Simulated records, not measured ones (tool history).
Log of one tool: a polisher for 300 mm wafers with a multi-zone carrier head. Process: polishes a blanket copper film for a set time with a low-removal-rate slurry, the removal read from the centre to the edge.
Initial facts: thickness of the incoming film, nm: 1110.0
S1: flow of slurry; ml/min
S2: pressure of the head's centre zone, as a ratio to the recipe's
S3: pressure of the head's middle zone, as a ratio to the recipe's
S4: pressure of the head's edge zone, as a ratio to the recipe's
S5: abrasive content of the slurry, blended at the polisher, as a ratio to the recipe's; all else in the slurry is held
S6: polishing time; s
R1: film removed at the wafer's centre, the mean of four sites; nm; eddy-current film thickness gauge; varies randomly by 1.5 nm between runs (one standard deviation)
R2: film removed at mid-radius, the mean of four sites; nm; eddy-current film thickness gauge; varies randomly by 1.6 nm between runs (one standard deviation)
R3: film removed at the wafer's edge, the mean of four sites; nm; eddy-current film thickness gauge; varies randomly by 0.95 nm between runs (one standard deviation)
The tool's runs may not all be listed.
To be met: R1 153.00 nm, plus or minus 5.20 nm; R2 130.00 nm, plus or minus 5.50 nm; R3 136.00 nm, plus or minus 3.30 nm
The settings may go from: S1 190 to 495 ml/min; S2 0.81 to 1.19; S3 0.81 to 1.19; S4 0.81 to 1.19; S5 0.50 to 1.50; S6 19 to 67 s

| run | day | S1 | S2 | S3 | S4 | S5 | S6 | R1 | R2 | R3 |
|---|---|---|---|---|---|---|---|---|---|---|
| 1 | 0.000 | 320 | 1.00 | 1.00 | 1.00 | 1.00 | 43 | 154.22 | 154.82 | 157.05 |
| 2 | 0.304 | 320 | 1.00 | 1.04 | 1.00 | 1.00 | 43 | 153.09 | 157.54 | 156.55 |
| 3 | 0.329 | 320 | 1.00 | 1.04 | 1.06 | 1.00 | 43 | 153.27 | 156.73 | 160.69 |
| 4 | 0.392 | 315 | 1.02 | 1.01 | 1.03 | 0.90 | 43 | 152.76 | 153.24 | 156.99 |
| 5 | 0.738 | 315 | 1.02 | 0.97 | 1.03 | 0.90 | 43 | 154.64 | 147.48 | 157.22 |
| 6 | 1.054 | 380 | 1.02 | 0.97 | 1.03 | 0.90 | 43 | 155.51 | 148.90 | 156.19 |
| 7 | 1.242 | 385 | 1.04 | 0.95 | 1.00 | 0.85 | 43 | 155.87 | 145.93 | 153.68 |
| 8 | 1.354 | 350 | 1.13 | 0.86 | 0.90 | 0.60 | 42 | 162.47 | 127.53 | 139.69 |

Of the 4 settings listed for the next run, only one would bring every result within its allowed miss of target. Which one?
| A | 1.467 | 235 | 1.09 | 0.90 | 0.94 | 0.80 | 42 | ? | ? | ? |
| B | 1.467 | 345 | 1.17 | 0.84 | 0.86 | 0.55 | 43 | ? | ? | ? |
| C | 1.467 | 375 | 1.04 | 1.01 | 0.82 | 0.65 | 43 | ? | ? | ? |
| D | 1.467 | 395 | 1.07 | 0.88 | 0.84 | 0.50 | 43 | ? | ? | ? |

| move | R1 | R2 | R3 |
|---|---|---|---|
| A | 154.81 | 130.90 | 142.47 |
| B | 168.36 | 124.90 | 137.46 |
| C | 153.04 | 148.90 | 137.04 |
| D | 153.98 | 129.80 | 135.64 |
A: brings the result that was furthest off to its target, and leaves another outside
B: the biggest miss grows against the last run
C: brings the result that was furthest off to its target, and leaves another outside
D: each result inside its tolerance
So the answer is move D, the one that meets all the targets.
